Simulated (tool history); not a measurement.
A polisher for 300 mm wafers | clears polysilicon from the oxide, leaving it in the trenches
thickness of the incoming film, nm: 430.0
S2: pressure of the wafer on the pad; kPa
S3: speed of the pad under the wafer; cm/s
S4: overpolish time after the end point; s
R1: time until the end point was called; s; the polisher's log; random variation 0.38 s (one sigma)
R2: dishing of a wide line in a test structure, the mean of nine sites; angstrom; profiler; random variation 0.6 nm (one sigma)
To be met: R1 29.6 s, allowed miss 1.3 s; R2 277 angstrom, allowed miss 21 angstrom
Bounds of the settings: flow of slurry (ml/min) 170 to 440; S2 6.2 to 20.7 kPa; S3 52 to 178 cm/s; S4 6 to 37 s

{"run": 1, "hour": 0.0, "flow of slurry (ml/min)": 280, "S2": 13.1, "S3": 114, "S4": 19, "R1": 40.078, "R2": 297.29}
{"run": 2, "hour": 4.4, "flow of slurry (ml/min)": 280, "S2": 13.1, "S3": 114, "S4": 15, "R1": 39.289, "R2": 293.91}
{"run": 3, "hour": 5.5, "flow of slurry (ml/min)": 280, "S2": 13.1, "S3": 90, "S4": 15, "R1": 50.108, "R2": 277.84}
{"run": 4, "hour": 12.1, "flow of slurry (ml/min)": 280, "S2": 13.1, "S3": 108, "S4": 15, "R1": 41.592, "R2": 291.27}
{"run": 5, "hour": 17.7, "flow of slurry (ml/min)": 285, "S2": 14.5, "S3": 106, "S4": 13, "R1": 37.691, "R2": 288.13}
{"run": 6, "hour": 23.2, "flow of slurry (ml/min)": 285, "S2": 14.5, "S3": 106, "S4": 8, "R1": 37.433, "R2": 280.3}
{"run": 7, "hour": 24.9, "flow of slurry (ml/min)": 285, "S2": 15.2, "S3": 106, "S4": 7, "R1": 36.531, "R2": 261.76}
{"run": 8, "hour": 33.2, "flow of slurry (ml/min)": 290, "S2": 15.9, "S3": 108, "S4": 9, "R1": 34.344, "R2": 280.01}

Which of these 5 next moves meets every target?
{"run": "A", "hour": 41.5, "flow of slurry (ml/min)": 170, "S2": 15.9, "S3": 100, "S4": 11, "R1": "?", "R2": "?"}
{"run": "B", "hour": 41.5, "flow of slurry (ml/min)": 260, "S2": 16.5, "S3": 122, "S4": 7, "R1": "?", "R2": "?"}
{"run": "C", "hour": 41.5, "flow of slurry (ml/min)": 240, "S2": 17.2, "S3": 106, "S4": 7, "R1": "?", "R2": "?"}
{"run": "D", "hour": 41.5, "flow of slurry (ml/min)": 305, "S2": 17.2, "S3": 102, "S4": 8, "R1": "?", "R2": "?"}
{"run": "E", "hour": 41.5, "flow of slurry (ml/min)": 250, "S2": 17.9, "S3": 100, "S4": 12, "R1": "?", "R2": "?"}

move=A R1=40.126 R2=275.59
move=B R1=29.809 R2=271.6
move=C R1=33.143 R2=267.83
move=D R1=33.513 R2=272.1
move=E R1=33.578 R2=279.22
A: further off than the last run
B: meets every target
C: nearer than the last run, and not there yet
D: nearer than the last run, and not there yet
E: nearer than the last run, and not there yet
Move B is the one to make.
